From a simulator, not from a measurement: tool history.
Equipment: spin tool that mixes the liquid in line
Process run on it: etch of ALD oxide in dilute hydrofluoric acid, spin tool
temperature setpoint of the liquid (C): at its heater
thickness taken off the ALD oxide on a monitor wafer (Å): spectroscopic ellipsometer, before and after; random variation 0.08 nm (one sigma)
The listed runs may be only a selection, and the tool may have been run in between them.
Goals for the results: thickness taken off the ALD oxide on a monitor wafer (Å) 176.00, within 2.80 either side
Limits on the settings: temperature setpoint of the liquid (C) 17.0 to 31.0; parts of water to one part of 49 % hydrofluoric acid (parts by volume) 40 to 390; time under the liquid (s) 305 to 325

| run | day | temperature setpoint of the liquid (C) | parts of water to one part of 49 % hydrofluoric acid (parts by volume) | time under the liquid (s) | thickness taken off the ALD oxide on a monitor wafer (Å) |
|---|---|---|---|---|---|
| 1 | 0.000 | 23.0 | 215 | 305 | 295.48 |
| 2 | 0.058 | 26.0 | 215 | 305 | 329.93 |
| 3 | 0.383 | 28.5 | 215 | 305 | 362.99 |
| 4 | 0.642 | 28.5 | 180 | 305 | 450.16 |
| 5 | 0.846 | 28.5 | 180 | 325 | 482.45 |
| 6 | 0.967 | 26.0 | 205 | 325 | 374.79 |
| 7 | 1.050 | 22.0 | 285 | 325 | 213.93 |
| 8 | 1.083 | 21.0 | 285 | 325 | 208.33 |
| 9 | 1.175 | 20.0 | 285 | 325 | 198.90 |
| 10 | 1.512 | 19.5 | 285 | 325 | 196.36 |
| 11 | 1.704 | 19.0 | 285 | 325 | 192.68 |
| 12 | 1.883 | 18.5 | 285 | 325 | 188.56 |
| 13 | 2.075 | 18.0 | 285 | 325 | 184.07 |
| 14 | 2.400 | 17.5 | 285 | 325 | 181.15 |

4 candidate next runs follow, results not yet known. Just one meets every target within its allowed miss. Identify it.
| A | 2.725 | 17.0 | 270 | 315 | ? |
| B | 2.725 | 18.0 | 270 | 305 | ? |
| C | 2.725 | 20.0 | 290 | 305 | ? |
| D | 2.725 | 19.5 | 295 | 305 | ? |

| move | thickness taken off the ALD oxide on a monitor wafer (Å) |
|---|---|
| A | 185.22 |
| B | 186.33 |
| C | 183.64 |
| D | 176.45 |
A: the biggest miss grows against the last run
B: the biggest miss grows against the last run
C: the biggest miss grows against the last run
D: each result inside its tolerance
D is the move that brings every result within its allowed miss.
